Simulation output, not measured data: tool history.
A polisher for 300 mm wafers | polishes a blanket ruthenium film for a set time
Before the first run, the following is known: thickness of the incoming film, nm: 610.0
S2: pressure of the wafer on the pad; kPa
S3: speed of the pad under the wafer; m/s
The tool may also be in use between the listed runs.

Run 1, hour 0.0: flow of slurry (ml/min) 235, S2 15.9 kPa, S3 0.88 m/s, polishing time (s) 76. Result: film removed (Å) 817.91.
Run 2, hour 2.9: flow of slurry (ml/min) 235, S2 18.6 kPa, S3 0.88 m/s, polishing time (s) 76. Result: film removed (Å) 946.10.
Run 3, hour 4.3: flow of slurry (ml/min) 280, S2 18.6 kPa, S3 0.88 m/s, polishing time (s) 76. Result: film removed (Å) 974.76.
Run 4, hour 8.0: flow of slurry (ml/min) 280, S2 20.7 kPa, S3 0.92 m/s, polishing time (s) 76. Result: film removed (Å) 1105.80.
Run 5, hour 15.0: flow of slurry (ml/min) 280, S2 22.1 kPa, S3 0.96 m/s, polishing time (s) 76. Result: film removed (Å) 1262.20.
Run 6, hour 15.7: flow of slurry (ml/min) 280, S2 18.6 kPa, S3 0.96 m/s, polishing time (s) 76. Result: film removed (Å) 1041.80.
Run 7, hour 18.9: flow of slurry (ml/min) 280, S2 20.7 kPa, S3 0.98 m/s, polishing time (s) 76. Result: film removed (Å) 1173.00.

For run 8, what comes out?
Run 8, hour 20.6: flow of slurry (ml/min) 280, S2 22.1 kPa, S3 1.00 m/s, polishing time (s) 76. Result: film removed (Å) ?.

{"run 8": {"film removed (Å)": 1273.1}}
